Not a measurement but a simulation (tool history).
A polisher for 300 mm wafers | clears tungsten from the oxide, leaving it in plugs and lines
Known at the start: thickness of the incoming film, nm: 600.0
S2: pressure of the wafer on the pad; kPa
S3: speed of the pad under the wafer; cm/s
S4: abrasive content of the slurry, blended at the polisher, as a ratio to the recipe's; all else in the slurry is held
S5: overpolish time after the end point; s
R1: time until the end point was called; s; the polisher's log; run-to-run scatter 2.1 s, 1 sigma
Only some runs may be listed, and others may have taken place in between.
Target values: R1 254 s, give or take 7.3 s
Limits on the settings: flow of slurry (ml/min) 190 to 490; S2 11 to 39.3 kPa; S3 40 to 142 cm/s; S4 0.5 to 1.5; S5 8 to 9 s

run 1 hour=0 | flow_of_slurry_(ml/min)=315 S2=24.8 S3=90 S4=1 S5=9 | R1=168.76
run 2 hour=0.6 | flow_of_slurry_(ml/min)=315 S2=24.1 S3=90 S4=1 S5=9 | R1=166.82
run 3 hour=6.6 | flow_of_slurry_(ml/min)=315 S2=24.1 S3=90 S4=1.05 S5=9 | R1=166.28
run 4 hour=12.3 | flow_of_slurry_(ml/min)=315 S2=24.1 S3=90 S4=1.1 S5=9 | R1=164.82
run 5 hour=14.7 | flow_of_slurry_(ml/min)=315 S2=24.1 S3=70 S4=1.1 S5=9 | R1=211.39
run 6 hour=22.8 | flow_of_slurry_(ml/min)=315 S2=23.4 S3=70 S4=1.1 S5=9 | R1=211.33
run 7 hour=25.8 | flow_of_slurry_(ml/min)=315 S2=22.8 S3=70 S4=1.1 S5=9 | R1=213.72
run 8 hour=32.2 | flow_of_slurry_(ml/min)=315 S2=22.8 S3=70 S4=1.1 S5=9 | R1=212.55
run 9 hour=38.1 | flow_of_slurry_(ml/min)=310 S2=17.9 S3=70 S4=1.1 S5=9 | R1=241.4

Which single option among these 5 for the next run brings every result within its allowed miss of target? Just one does.
run A hour=44 | flow_of_slurry_(ml/min)=360 S2=18.6 S3=70 S4=1.2 S5=9 | R1=?
run B hour=44 | flow_of_slurry_(ml/min)=375 S2=15.9 S3=80 S4=1.2 S5=9 | R1=?
run C hour=44 | flow_of_slurry_(ml/min)=320 S2=18.6 S3=58 S4=1.25 S5=8 | R1=?
run D hour=44 | flow_of_slurry_(ml/min)=330 S2=20 S3=64 S4=1.05 S5=8 | R1=?
run E hour=44 | flow_of_slurry_(ml/min)=290 S2=15.9 S3=68 S4=1.15 S5=8 | R1=?

move=A R1=232.1
move=B R1=222.33
move=C R1=274.92
move=D R1=251.4
move=E R1=266.3
A: misses by more than the last run did
B: misses by more than the last run did
C: takes the result that was furthest off past its target
D: in spec on every target
E: takes the result that was furthest off past its target
The move that meets every target is D.

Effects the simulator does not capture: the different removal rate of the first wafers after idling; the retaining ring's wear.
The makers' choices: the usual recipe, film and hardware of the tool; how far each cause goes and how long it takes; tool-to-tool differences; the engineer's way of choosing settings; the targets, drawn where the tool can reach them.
